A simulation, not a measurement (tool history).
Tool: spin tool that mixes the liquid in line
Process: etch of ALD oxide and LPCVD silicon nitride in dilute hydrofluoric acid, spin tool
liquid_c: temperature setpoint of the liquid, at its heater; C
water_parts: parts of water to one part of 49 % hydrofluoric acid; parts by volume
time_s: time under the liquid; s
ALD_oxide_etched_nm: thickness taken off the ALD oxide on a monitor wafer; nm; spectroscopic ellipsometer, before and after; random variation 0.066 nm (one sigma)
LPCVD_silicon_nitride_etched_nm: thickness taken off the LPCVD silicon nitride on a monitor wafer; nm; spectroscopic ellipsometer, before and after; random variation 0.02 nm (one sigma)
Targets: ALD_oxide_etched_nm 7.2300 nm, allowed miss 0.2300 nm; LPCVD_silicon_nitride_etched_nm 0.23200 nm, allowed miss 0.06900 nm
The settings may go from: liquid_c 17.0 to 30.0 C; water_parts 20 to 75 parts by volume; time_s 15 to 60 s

run	hour	liquid_c	water_parts	time_s	ALD_oxide_etched_nm	LPCVD_silicon_nitride_etched_nm
1	0.0	22.0	45	30	10.6930	0.31863
2	3.3	21.5	45	30	10.5050	0.27216
3	8.2	21.5	50	30	9.3199	0.24727
4	13.7	21.5	55	30	8.5715	0.20625
5	18.8	22.0	60	30	7.8865	0.23395
6	27.5	22.0	50	30	9.5275	0.22809
7	31.8	21.0	50	30	9.1592	0.24608
8	39.8	20.5	50	30	9.1467	0.25527
9	45.6	20.5	50	30	8.9824	0.23016
10	53.2	19.5	55	30	7.8752	0.18052
11	53.7	20.0	55	30	7.9607	0.17200
12	56.0	20.5	55	30	8.0754	0.21591

Which of these 4 next moves meets every target?
A	58.3	25.5	70	30	?	?
B	58.3	24.5	65	30	?	?
C	58.3	28.5	70	25	?	?
D	58.3	26.0	60	25	?	?

move	ALD_oxide_etched_nm	LPCVD_silicon_nitride_etched_nm
A	7.6845	0.24287
B	8.0019	0.24449
C	7.2095	0.24617
D	7.7262	0.24354
A: nearer than the last run, and not there yet
B: nearer than the last run, and not there yet
C: meets every target
D: nearer than the last run, and not there yet
Move C is the one to make.

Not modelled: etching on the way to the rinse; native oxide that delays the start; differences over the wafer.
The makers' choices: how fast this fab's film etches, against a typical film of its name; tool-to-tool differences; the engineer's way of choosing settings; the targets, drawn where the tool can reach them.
